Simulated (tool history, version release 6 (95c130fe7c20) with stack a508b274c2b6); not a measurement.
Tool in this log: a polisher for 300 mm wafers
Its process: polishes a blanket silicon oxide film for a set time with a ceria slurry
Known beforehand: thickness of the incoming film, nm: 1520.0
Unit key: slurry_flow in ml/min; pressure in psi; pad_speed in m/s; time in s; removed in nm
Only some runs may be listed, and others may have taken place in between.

run 1 hour=0 | slurry_flow=260 pressure=3.3 pad_speed=1.22 time=25 | removed=146.89
run 2 hour=4 | slurry_flow=260 pressure=3.3 pad_speed=1.22 time=25 | removed=147.01
run 3 hour=5.4 | slurry_flow=260 pressure=3.3 pad_speed=1.22 time=25 | removed=146.13
run 4 hour=8.9 | slurry_flow=260 pressure=2.9 pad_speed=1.22 time=25 | removed=130.9
run 5 hour=13.9 | slurry_flow=260 pressure=3 pad_speed=1.22 time=25 | removed=133.98
run 6 hour=19.8 | slurry_flow=260 pressure=3.1 pad_speed=1.22 time=25 | removed=139.93
run 7 hour=25.6 | slurry_flow=260 pressure=3.2 pad_speed=1.22 time=25 | removed=142.67

Run 8 is up next; what results do you expect?
run 8 hour=31.1 | slurry_flow=260 pressure=3.3 pad_speed=1.22 time=25 | removed=?

removed: 146.88 nm
